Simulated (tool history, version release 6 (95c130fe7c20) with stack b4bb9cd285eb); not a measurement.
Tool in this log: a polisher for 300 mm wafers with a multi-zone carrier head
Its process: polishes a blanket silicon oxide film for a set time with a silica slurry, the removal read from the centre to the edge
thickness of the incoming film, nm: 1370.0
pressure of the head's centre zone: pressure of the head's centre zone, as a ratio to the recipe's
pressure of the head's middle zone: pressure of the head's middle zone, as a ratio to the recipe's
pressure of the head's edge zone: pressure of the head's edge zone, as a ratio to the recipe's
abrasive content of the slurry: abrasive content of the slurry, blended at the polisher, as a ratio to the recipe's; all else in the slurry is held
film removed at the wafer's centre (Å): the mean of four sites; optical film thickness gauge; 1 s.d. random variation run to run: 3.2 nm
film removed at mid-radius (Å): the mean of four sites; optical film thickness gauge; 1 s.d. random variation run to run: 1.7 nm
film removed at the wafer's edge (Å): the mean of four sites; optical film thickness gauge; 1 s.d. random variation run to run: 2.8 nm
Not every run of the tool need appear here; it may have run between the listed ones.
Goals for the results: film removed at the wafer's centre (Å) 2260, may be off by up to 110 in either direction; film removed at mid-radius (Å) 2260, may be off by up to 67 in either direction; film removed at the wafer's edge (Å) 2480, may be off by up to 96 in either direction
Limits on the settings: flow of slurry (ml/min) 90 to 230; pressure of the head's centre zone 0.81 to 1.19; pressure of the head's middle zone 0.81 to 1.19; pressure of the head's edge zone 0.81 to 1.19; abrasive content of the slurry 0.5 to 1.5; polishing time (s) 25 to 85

run	hour	flow of slurry (ml/min)	pressure of the head's centre zone	pressure of the head's middle zone	pressure of the head's edge zone	abrasive content of the slurry	polishing time (s)	film removed at the wafer's centre (Å)	film removed at mid-radius (Å)	film removed at the wafer's edge (Å)
1	0	150	1	1	1	1	55	1733.1	1774.1	1757.9
2	2.4	155	1	1	1.02	1.05	55	1759.1	1821.5	1880
3	9.2	155	1	1.08	1.02	1.05	55	1817	1908.9	1837.3
4	11.4	155	1	1.13	1.02	1.05	55	1821.9	1963.6	1834.5
5	14.2	160	1.01	1.12	1.04	1.1	55	1810.2	2030.6	1904.8
# hour 16.5: worn pad replaced by a new one
6	16.5	160	1.01	1.18	1.04	1.1	55	2009.9	2311	2080.7
7	23.4	155	1.03	1.16	1.06	1.15	55	2078.8	2326.1	2114.5
8	25.9	155	1.04	1.13	1.08	1.15	55	2101.7	2229.3	2105.9
9	29.3	155	1.04	1.11	1.1	1.2	55	2124	2261.4	2181.2
10	30.1	155	1.04	1.11	1.1	1.2	55	2169.7	2241.8	2254.1
11	38.5	165	1.03	1.05	1.19	1.3	55	2226.4	2216.9	2348.7
12	41.6	165	1.03	1.05	1.19	1.3	55	2180.1	2209.1	2322.4
13	45.6	160	1.03	1.05	1.19	1.3	55	2181.5	2228.7	2363.3

5 next moves are on the table. One of them brings every result within its allowed miss. Which?
A	49.6	130	1.17	1.02	1.18	1.4	58	?	?	?
B	49.6	190	1.02	1	1.19	1.25	57	?	?	?
C	49.6	190	1.15	1.1	1.11	1.25	50	?	?	?
D	49.6	145	1.13	1.13	1.17	1.35	52	?	?	?
E	49.6	160	1.08	1.01	1.15	1.35	53	?	?	?

move	film removed at the wafer's centre (Å)	film removed at mid-radius (Å)	film removed at the wafer's edge (Å)
A	2556.7	2296	2490.1
B	2248.2	2263.5	2464.4
C	2226.9	2151.9	2082.6
D	2234.4	2260.6	2220.6
E	2213.8	2128.2	2272.8
A: brings the last run's worst result on target, with another outside its allowed miss
B: in spec on every target
C: further off than the last run
D: further off than the last run
E: further off than the last run
B meets every target.
